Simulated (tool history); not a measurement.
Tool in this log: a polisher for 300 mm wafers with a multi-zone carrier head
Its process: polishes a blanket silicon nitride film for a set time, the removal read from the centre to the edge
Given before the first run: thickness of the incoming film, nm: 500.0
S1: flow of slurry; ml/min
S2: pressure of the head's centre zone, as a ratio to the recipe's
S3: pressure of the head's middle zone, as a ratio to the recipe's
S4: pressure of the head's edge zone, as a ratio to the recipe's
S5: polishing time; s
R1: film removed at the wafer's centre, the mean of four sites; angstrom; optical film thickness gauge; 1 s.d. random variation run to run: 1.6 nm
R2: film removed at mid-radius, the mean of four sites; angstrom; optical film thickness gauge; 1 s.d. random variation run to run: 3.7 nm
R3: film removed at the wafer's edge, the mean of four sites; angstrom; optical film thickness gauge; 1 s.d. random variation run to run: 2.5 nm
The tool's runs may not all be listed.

{"run": 1, "day": 0.0, "S1": 250, "S2": 1, "S3": 1, "S4": 1, "S5": 60, "R1": 1791.5, "R2": 1808, "R3": 1789.7}
{"run": 2, "day": 0.204, "S1": 255, "S2": 0.99, "S3": 1.02, "S4": 1.02, "S5": 62, "R1": 1855.8, "R2": 1885.8, "R3": 1840.1}
{"run": 3, "day": 0.383, "S1": 305, "S2": 0.99, "S3": 1.02, "S4": 1.02, "S5": 62, "R1": 1877.4, "R2": 1922, "R3": 1859.5}
{"run": 4, "day": 0.725, "S1": 305, "S2": 0.99, "S3": 1.02, "S4": 1.08, "S5": 62, "R1": 1888.1, "R2": 1936.6, "R3": 1907.5}
{"run": 5, "day": 0.883, "S1": 305, "S2": 0.93, "S3": 1.02, "S4": 1.08, "S5": 62, "R1": 1759.3, "R2": 1877.9, "R3": 1924.7}
{"run": 6, "day": 1.146, "S1": 305, "S2": 0.92, "S3": 1.04, "S4": 1.08, "S5": 64, "R1": 1788, "R2": 2033.7, "R3": 1945.2}
{"run": 7, "day": 1.192, "S1": 310, "S2": 0.84, "S3": 1.06, "S4": 1.18, "S5": 77, "R1": 1988.6, "R2": 2505.4, "R3": 2504.3}

Run 8 has not been measured yet. What should we expect?
{"run": 8, "day": 1.321, "S1": 310, "S2": 0.84, "S3": 1.07, "S4": 1.17, "S5": 77, "R1": "?", "R2": "?", "R3": "?"}

{"run 8": {"R1": 1971.5, "R2": 2538.9, "R3": 2473.6}}
